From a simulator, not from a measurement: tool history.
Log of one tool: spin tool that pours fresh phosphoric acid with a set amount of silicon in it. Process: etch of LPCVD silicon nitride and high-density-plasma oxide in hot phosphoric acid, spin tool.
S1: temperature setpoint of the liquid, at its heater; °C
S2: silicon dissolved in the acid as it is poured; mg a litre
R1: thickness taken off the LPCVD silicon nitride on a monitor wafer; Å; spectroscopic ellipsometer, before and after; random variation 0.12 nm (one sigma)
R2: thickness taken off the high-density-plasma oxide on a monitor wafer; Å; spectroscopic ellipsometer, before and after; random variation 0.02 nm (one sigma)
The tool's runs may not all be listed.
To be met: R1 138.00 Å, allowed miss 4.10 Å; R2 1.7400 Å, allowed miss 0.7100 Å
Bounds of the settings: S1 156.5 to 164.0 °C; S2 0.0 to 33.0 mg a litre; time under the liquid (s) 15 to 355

Run 1, hour 0.0: S1 159.0 °C, S2 14.5 mg a litre, time under the liquid (s) 180. Result: R1 162.37 Å, R2 2.6648 Å.
Run 2, hour 6.2: S1 159.0 °C, S2 6.5 mg a litre, time under the liquid (s) 180. Result: R1 165.51 Å, R2 3.3595 Å.
Run 3, hour 14.4: S1 159.0 °C, S2 6.5 mg a litre, time under the liquid (s) 255. Result: R1 229.08 Å, R2 5.0184 Å.
Run 4, hour 16.2: S1 158.5 °C, S2 8.5 mg a litre, time under the liquid (s) 240. Result: R1 213.76 Å, R2 4.3985 Å.
Run 5, hour 16.9: S1 158.5 °C, S2 10.5 mg a litre, time under the liquid (s) 225. Result: R1 199.65 Å, R2 4.6225 Å.
Run 6, hour 23.3: S1 158.5 °C, S2 10.5 mg a litre, time under the liquid (s) 175. Result: R1 155.90 Å, R2 2.5920 Å.
Run 7, hour 28.1: S1 158.0 °C, S2 11.5 mg a litre, time under the liquid (s) 175. Result: R1 152.33 Å, R2 2.9093 Å.
Run 8, hour 29.9: S1 158.0 °C, S2 14.0 mg a litre, time under the liquid (s) 170. Result: R1 147.81 Å, R2 2.7427 Å.
Run 9, hour 37.9: S1 158.0 °C, S2 16.5 mg a litre, time under the liquid (s) 170. Result: R1 146.31 Å, R2 2.6994 Å.
Run 10, hour 46.0: S1 158.0 °C, S2 18.5 mg a litre, time under the liquid (s) 165. Result: R1 144.11 Å, R2 2.4397 Å.
Run 11, hour 47.7: S1 158.0 °C, S2 20.5 mg a litre, time under the liquid (s) 165. Result: R1 144.53 Å, R2 2.5881 Å.
Run 12, hour 53.5: S1 158.0 °C, S2 20.5 mg a litre, time under the liquid (s) 165. Result: R1 144.59 Å, R2 2.2283 Å.

Which of these 5 next moves meets every target?
Run A, hour 59.3: S1 163.0 °C, S2 32.0 mg a litre, time under the liquid (s) 145. Result: R1 ?, R2 ?.
Run B, hour 59.3: S1 156.5 °C, S2 16.5 mg a litre, time under the liquid (s) 185. Result: R1 ?, R2 ?.
Run C, hour 59.3: S1 156.5 °C, S2 9.0 mg a litre, time under the liquid (s) 155. Result: R1 ?, R2 ?.
Run D, hour 59.3: S1 158.5 °C, S2 27.0 mg a litre, time under the liquid (s) 155. Result: R1 ?, R2 ?.
Run E, hour 59.3: S1 160.5 °C, S2 26.0 mg a litre, time under the liquid (s) 155. Result: R1 ?, R2 ?.

move      R1      R2
   A  148.90  2.0671
   B  152.68  2.7256
   C  127.92  2.7285
   D  136.92  1.9295
   E  146.45  2.3184
A: further off than the last run
B: further off than the last run
C: takes the result that was furthest off past its target
D: meets every target
E: further off than the last run
Answer: D
